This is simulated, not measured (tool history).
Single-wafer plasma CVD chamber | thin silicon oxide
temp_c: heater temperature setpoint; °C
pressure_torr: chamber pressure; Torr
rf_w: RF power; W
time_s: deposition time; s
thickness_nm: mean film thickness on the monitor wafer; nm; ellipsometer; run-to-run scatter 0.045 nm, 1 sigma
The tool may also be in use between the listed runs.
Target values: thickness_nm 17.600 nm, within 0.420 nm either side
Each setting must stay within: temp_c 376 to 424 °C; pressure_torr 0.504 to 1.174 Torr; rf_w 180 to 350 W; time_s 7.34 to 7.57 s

run,hour,temp_c,pressure_torr,rf_w,time_s,thickness_nm
1,0.0,400,0.839,265,7.34,15.855
2,3.8,400,0.864,265,7.34,16.261
3,5.8,400,0.883,265,7.34,16.479
4,14.0,409,0.883,265,7.34,16.457
5,20.7,409,0.883,265,7.34,16.515
6,26.6,409,0.899,265,7.34,16.702
7,29.2,409,0.912,265,7.34,16.918
8,33.3,409,0.922,265,7.34,17.015
9,36.2,409,0.931,265,7.34,17.160

4 next moves are on the table. One of them brings every result within its allowed miss. Which?
A,39.1,410,0.914,260,7.34,?
B,39.1,416,0.866,275,7.45,?
C,39.1,417,0.938,255,7.57,?
D,39.1,400,0.875,275,7.34,?

move,thickness_nm
A,16.790
B,16.587
C,17.491
D,16.632
A: the biggest miss grows against the last run
B: the biggest miss grows against the last run
C: hits every target within its allowed miss
D: the biggest miss grows against the last run
Go with C: it meets all targets.
